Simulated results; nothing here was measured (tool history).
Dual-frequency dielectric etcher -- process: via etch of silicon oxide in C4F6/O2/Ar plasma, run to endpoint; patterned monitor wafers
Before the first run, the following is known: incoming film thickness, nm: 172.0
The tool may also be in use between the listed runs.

run	hour	bias power (W)	source power (W)	Ar flow (sccm)	endpoint time (s)
1	0	347	370	336	45.842
2	3	403	370	336	43.231
3	4.1	370	360	339	45.281
4	7.1	370	410	339	42.999
5	15.6	340	410	339	44.364
6	17.6	313	400	342	46.477

Run 7 comes next. What will it give?
7	22.8	294	390	344	?

{"run 7": {"endpoint time (s)": 48.136}}
